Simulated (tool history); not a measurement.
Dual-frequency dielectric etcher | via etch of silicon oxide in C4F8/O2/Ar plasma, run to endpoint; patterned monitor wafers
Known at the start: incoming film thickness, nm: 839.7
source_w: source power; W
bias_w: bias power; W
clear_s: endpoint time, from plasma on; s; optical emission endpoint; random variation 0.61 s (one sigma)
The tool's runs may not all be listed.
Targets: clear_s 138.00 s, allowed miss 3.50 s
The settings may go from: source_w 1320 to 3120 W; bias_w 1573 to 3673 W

Run 1, day 0.000: source_w 2220 W, bias_w 2623 W. Result: clear_s 153.13 s.
Run 2, day 0.033: source_w 2270 W, bias_w 2642 W. Result: clear_s 151.97 s.
Run 3, day 0.212: source_w 2270 W, bias_w 2410 W. Result: clear_s 157.18 s.
Run 4, day 0.504: source_w 2270 W, bias_w 1989 W. Result: clear_s 167.05 s.
Run 5, day 0.612: source_w 2270 W, bias_w 2288 W. Result: clear_s 159.21 s.
Run 6, day 0.967: source_w 2270 W, bias_w 1916 W. Result: clear_s 169.07 s.
Run 7, day 1.092: source_w 2340 W, bias_w 1966 W. Result: clear_s 166.86 s.
Run 8, day 1.312: source_w 2400 W, bias_w 2038 W. Result: clear_s 162.85 s.
Run 9, day 1.633: source_w 2850 W, bias_w 2456 W. Result: clear_s 143.58 s.

4 next moves are on the table. One of them brings every result within its allowed miss. Which?
Run A, day 1.954: source_w 2950 W, bias_w 2177 W. Result: clear_s ?.
Run B, day 1.954: source_w 2740 W, bias_w 2547 W. Result: clear_s ?.
Run C, day 1.954: source_w 2930 W, bias_w 2299 W. Result: clear_s ?.
Run D, day 1.954: source_w 3120 W, bias_w 2491 W. Result: clear_s ?.

move  clear_s
   A   149.99
   B   145.52
   C   147.50
   D   140.39
A: further off than the last run
B: further off than the last run
C: further off than the last run
D: meets every target
Answer: D

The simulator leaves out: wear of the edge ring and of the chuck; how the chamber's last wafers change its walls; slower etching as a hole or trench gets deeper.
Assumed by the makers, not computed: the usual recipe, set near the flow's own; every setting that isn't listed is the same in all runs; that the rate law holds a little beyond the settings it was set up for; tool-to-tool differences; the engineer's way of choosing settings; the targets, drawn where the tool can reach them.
